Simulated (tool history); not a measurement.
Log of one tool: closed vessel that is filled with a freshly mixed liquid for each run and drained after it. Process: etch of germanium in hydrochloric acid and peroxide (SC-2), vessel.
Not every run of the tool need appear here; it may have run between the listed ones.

run	hour	temperature setpoint of the liquid (C)	parts of water to one part each of 37 % hydrochloric acid and 30 % peroxide (parts by volume)	time in the liquid (s)	thickness taken off the germanium on a monitor wafer (nm)
1	0	54	7	90	139.32
2	4.6	54	7	90	137.77
3	6.4	51	7	90	126.34
4	7.2	51	7	95	130.8
5	11.4	49	7	95	124.76
6	16.1	46	7	95	113.75
7	20.5	45	7	95	110.34

What will run 8 give?
8	29.5	44	7	95	?

{"run 8": {"thickness taken off the germanium on a monitor wafer (nm)": 105.58}}
